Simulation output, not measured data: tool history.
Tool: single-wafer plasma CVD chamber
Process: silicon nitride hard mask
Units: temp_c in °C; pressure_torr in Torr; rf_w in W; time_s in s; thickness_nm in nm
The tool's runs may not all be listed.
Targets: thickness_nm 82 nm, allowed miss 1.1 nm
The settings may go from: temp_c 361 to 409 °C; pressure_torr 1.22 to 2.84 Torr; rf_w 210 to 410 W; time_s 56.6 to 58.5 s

| run | hour | temp_c | pressure_torr | rf_w | time_s | thickness_nm |
|---|---|---|---|---|---|---|
| 1 | 0 | 385 | 2.03 | 310 | 56.6 | 71.067 |
| 2 | 8.5 | 385 | 2.17 | 315 | 56.6 | 72.476 |
| 3 | 11 | 385 | 2.17 | 335 | 56.6 | 74.976 |
| 4 | 17 | 385 | 2.17 | 335 | 58.5 | 77.713 |
| 5 | 22.6 | 385 | 2.25 | 335 | 58.5 | 79.034 |
| 6 | 28.8 | 385 | 2.25 | 335 | 56.6 | 76.17 |
| 7 | 33.4 | 385 | 2.34 | 335 | 56.6 | 76.78 |
| 8 | 37.3 | 385 | 2.43 | 335 | 56.6 | 77.662 |

Which of these 4 next moves meets every target?
| A | 41.2 | 375 | 2.39 | 375 | 58.5 | ? |
| B | 41.2 | 380 | 2.2 | 370 | 57.9 | ? |
| C | 41.2 | 378 | 2.66 | 360 | 57.6 | ? |
| D | 41.2 | 401 | 2.61 | 370 | 57.3 | ? |

| move | thickness_nm |
|---|---|
| A | 85.254 |
| B | 81.573 |
| C | 84.373 |
| D | 84.049 |
A: takes the result that was furthest off past its target
B: meets every target
C: takes the result that was furthest off past its target
D: takes the result that was furthest off past its target
Move B is the one to make.
